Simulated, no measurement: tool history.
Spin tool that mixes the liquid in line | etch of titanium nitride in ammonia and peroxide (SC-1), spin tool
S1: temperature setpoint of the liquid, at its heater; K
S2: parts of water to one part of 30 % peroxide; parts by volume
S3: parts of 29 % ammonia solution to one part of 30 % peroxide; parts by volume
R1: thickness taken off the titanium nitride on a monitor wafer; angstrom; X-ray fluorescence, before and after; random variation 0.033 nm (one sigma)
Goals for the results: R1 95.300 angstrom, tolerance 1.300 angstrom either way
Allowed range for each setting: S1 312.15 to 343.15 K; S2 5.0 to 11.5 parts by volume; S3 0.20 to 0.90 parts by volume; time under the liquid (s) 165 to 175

Run 1, hour 0.0: S1 328.15 K, S2 6.5 parts by volume, S3 0.50 parts by volume, time under the liquid (s) 165. Result: R1 242.710 angstrom.
Run 2, hour 3.0: S1 328.15 K, S2 5.0 parts by volume, S3 0.50 parts by volume, time under the liquid (s) 165. Result: R1 274.380 angstrom.
Run 3, hour 10.8: S1 326.65 K, S2 5.0 parts by volume, S3 0.50 parts by volume, time under the liquid (s) 165. Result: R1 249.250 angstrom.
Run 4, hour 11.6: S1 326.65 K, S2 5.0 parts by volume, S3 0.50 parts by volume, time under the liquid (s) 165. Result: R1 247.120 angstrom.
Run 5, hour 13.6: S1 326.65 K, S2 5.0 parts by volume, S3 0.50 parts by volume, time under the liquid (s) 165. Result: R1 246.670 angstrom.
Run 6, hour 16.4: S1 322.15 K, S2 5.0 parts by volume, S3 0.50 parts by volume, time under the liquid (s) 165. Result: R1 180.670 angstrom.
Run 7, hour 20.2: S1 321.15 K, S2 5.0 parts by volume, S3 0.50 parts by volume, time under the liquid (s) 165. Result: R1 169.180 angstrom.
Run 8, hour 22.1: S1 320.15 K, S2 5.0 parts by volume, S3 0.50 parts by volume, time under the liquid (s) 165. Result: R1 158.160 angstrom.
Run 9, hour 24.3: S1 319.15 K, S2 5.0 parts by volume, S3 0.50 parts by volume, time under the liquid (s) 165. Result: R1 146.910 angstrom.
Run 10, hour 29.9: S1 318.65 K, S2 5.0 parts by volume, S3 0.50 parts by volume, time under the liquid (s) 165. Result: R1 142.320 angstrom.

Which one of the following 5 next-run settings gets every result inside its allowed miss? There is exactly one.
Run A, hour 35.5: S1 314.15 K, S2 6.0 parts by volume, S3 0.55 parts by volume, time under the liquid (s) 165. Result: R1 ?.
Run B, hour 35.5: S1 315.15 K, S2 6.0 parts by volume, S3 0.45 parts by volume, time under the liquid (s) 165. Result: R1 ?.
Run C, hour 35.5: S1 314.65 K, S2 5.5 parts by volume, S3 0.40 parts by volume, time under the liquid (s) 165. Result: R1 ?.
Run D, hour 35.5: S1 313.65 K, S2 5.0 parts by volume, S3 0.60 parts by volume, time under the liquid (s) 175. Result: R1 ?.
Run E, hour 35.5: S1 313.15 K, S2 6.0 parts by volume, S3 0.55 parts by volume, time under the liquid (s) 165. Result: R1 ?.

move       R1
   A   95.132
   B   99.149
   C   97.749
   D  107.260
   E   88.350
A: every result within its allowed miss
B: better than the last run, though not everything is in spec
C: better than the last run, though not everything is in spec
D: better than the last run, though not everything is in spec
E: the result that was furthest off in the last run now lies on the other side of its target
Answer: A
